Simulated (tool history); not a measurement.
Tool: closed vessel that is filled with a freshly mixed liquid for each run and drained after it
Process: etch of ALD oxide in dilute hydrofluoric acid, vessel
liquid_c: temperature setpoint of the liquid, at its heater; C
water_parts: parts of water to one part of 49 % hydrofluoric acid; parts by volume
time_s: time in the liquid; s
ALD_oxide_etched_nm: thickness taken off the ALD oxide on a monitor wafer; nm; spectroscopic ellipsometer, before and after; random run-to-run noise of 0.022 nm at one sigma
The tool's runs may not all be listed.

| run | hour | liquid_c | water_parts | time_s | ALD_oxide_etched_nm |
|---|---|---|---|---|---|
| 1 | 0 | 21 | 270 | 95 | 4.8726 |
| 2 | 8.9 | 21 | 270 | 95 | 4.9433 |
| 3 | 13.3 | 20.5 | 280 | 95 | 4.6497 |
| 4 | 21.9 | 20 | 290 | 95 | 4.2811 |
| 5 | 25.9 | 19.5 | 295 | 95 | 4.1903 |
| 6 | 34.3 | 17.5 | 295 | 95 | 3.832 |

The next listed run, before its measurement:
| 7 | 35.5 | 17.5 | 300 | 95 | ? |

Logged for run 7: ALD_oxide_etched_nm 3.826 nm.
